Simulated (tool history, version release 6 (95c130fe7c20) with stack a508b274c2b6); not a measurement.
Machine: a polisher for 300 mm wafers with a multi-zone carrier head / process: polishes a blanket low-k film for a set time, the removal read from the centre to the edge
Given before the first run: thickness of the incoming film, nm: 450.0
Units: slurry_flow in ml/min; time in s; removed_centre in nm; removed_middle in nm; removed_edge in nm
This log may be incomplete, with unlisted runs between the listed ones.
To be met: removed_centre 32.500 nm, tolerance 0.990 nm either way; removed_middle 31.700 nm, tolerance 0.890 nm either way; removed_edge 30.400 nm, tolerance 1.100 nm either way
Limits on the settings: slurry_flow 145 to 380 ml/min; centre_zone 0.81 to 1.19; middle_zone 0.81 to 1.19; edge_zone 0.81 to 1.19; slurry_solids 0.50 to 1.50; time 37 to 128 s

run 1 hour=0.0 | slurry_flow=245 centre_zone=1.00 middle_zone=1.00 edge_zone=1.00 slurry_solids=1.00 time=82 | removed_centre=34.663 removed_middle=35.166 removed_edge=34.959
run 2 hour=6.4 | slurry_flow=245 centre_zone=1.00 middle_zone=0.92 edge_zone=1.00 slurry_solids=1.00 time=82 | removed_centre=35.173 removed_middle=32.917 removed_edge=35.651
run 3 hour=10.7 | slurry_flow=245 centre_zone=1.00 middle_zone=0.92 edge_zone=1.00 slurry_solids=0.90 time=82 | removed_centre=33.390 removed_middle=30.197 removed_edge=32.144
run 4 hour=14.0 | slurry_flow=245 centre_zone=1.00 middle_zone=0.93 edge_zone=0.99 slurry_solids=0.90 time=82 | removed_centre=33.091 removed_middle=30.931 removed_edge=31.908
run 5 hour=20.6 | slurry_flow=245 centre_zone=1.00 middle_zone=0.93 edge_zone=0.98 slurry_solids=0.90 time=82 | removed_centre=32.864 removed_middle=30.641 removed_edge=32.241
run 6 hour=23.6 | slurry_flow=245 centre_zone=1.00 middle_zone=0.86 edge_zone=0.98 slurry_solids=0.90 time=82 | removed_centre=32.588 removed_middle=29.030 removed_edge=32.430
run 7 hour=32.0 | slurry_flow=250 centre_zone=1.00 middle_zone=0.87 edge_zone=0.97 slurry_solids=0.90 time=82 | removed_centre=32.737 removed_middle=28.922 removed_edge=31.819
run 8 hour=37.2 | slurry_flow=250 centre_zone=1.00 middle_zone=0.88 edge_zone=0.96 slurry_solids=0.90 time=82 | removed_centre=32.543 removed_middle=29.727 removed_edge=32.305
run 9 hour=40.5 | slurry_flow=250 centre_zone=1.00 middle_zone=0.89 edge_zone=0.95 slurry_solids=0.90 time=82 | removed_centre=32.776 removed_middle=29.540 removed_edge=31.644
run 10 hour=48.9 | slurry_flow=250 centre_zone=1.00 middle_zone=0.90 edge_zone=0.94 slurry_solids=0.90 time=82 | removed_centre=32.987 removed_middle=29.890 removed_edge=31.248
run 11 hour=49.4 | slurry_flow=250 centre_zone=1.00 middle_zone=0.91 edge_zone=0.94 slurry_solids=0.90 time=82 | removed_centre=33.480 removed_middle=30.117 removed_edge=31.644
run 12 hour=51.7 | slurry_flow=250 centre_zone=0.99 middle_zone=0.92 edge_zone=0.94 slurry_solids=0.90 time=82 | removed_centre=32.332 removed_middle=30.581 removed_edge=31.278
run 13 hour=52.4 | slurry_flow=250 centre_zone=0.99 middle_zone=0.92 edge_zone=0.93 slurry_solids=0.90 time=82 | removed_centre=32.504 removed_middle=30.900 removed_edge=30.949

Which one of the following 5 next-run settings gets every result inside its allowed miss? There is exactly one.
run A hour=53.1 | slurry_flow=205 centre_zone=0.99 middle_zone=1.01 edge_zone=0.87 slurry_solids=0.80 time=93 | removed_centre=? removed_middle=? removed_edge=?
run B hour=53.1 | slurry_flow=265 centre_zone=0.97 middle_zone=0.95 edge_zone=0.85 slurry_solids=0.85 time=86 | removed_centre=? removed_middle=? removed_edge=?
run C hour=53.1 | slurry_flow=235 centre_zone=1.04 middle_zone=1.04 edge_zone=0.81 slurry_solids=0.80 time=86 | removed_centre=? removed_middle=? removed_edge=?
run D hour=53.1 | slurry_flow=200 centre_zone=1.01 middle_zone=0.92 edge_zone=0.90 slurry_solids=0.85 time=86 | removed_centre=? removed_middle=? removed_edge=?
run E hour=53.1 | slurry_flow=220 centre_zone=1.01 middle_zone=0.90 edge_zone=1.02 slurry_solids=0.80 time=90 | removed_centre=? removed_middle=? removed_edge=?

move=A removed_centre=33.384 removed_middle=33.610 removed_edge=31.396
move=B removed_centre=32.615 removed_middle=31.762 removed_edge=30.704
move=C removed_centre=33.022 removed_middle=32.354 removed_edge=28.446
move=D removed_centre=32.803 removed_middle=29.968 removed_edge=30.795
move=E removed_centre=33.247 removed_middle=29.788 removed_edge=32.989
A: carries the result that was furthest off beyond its target, to the other side
B: hits every target within its allowed miss
C: brings the last run's worst result on target, with another outside its allowed miss
D: lands further from the targets than the last run did
E: lands further from the targets than the last run did
The right move is B.
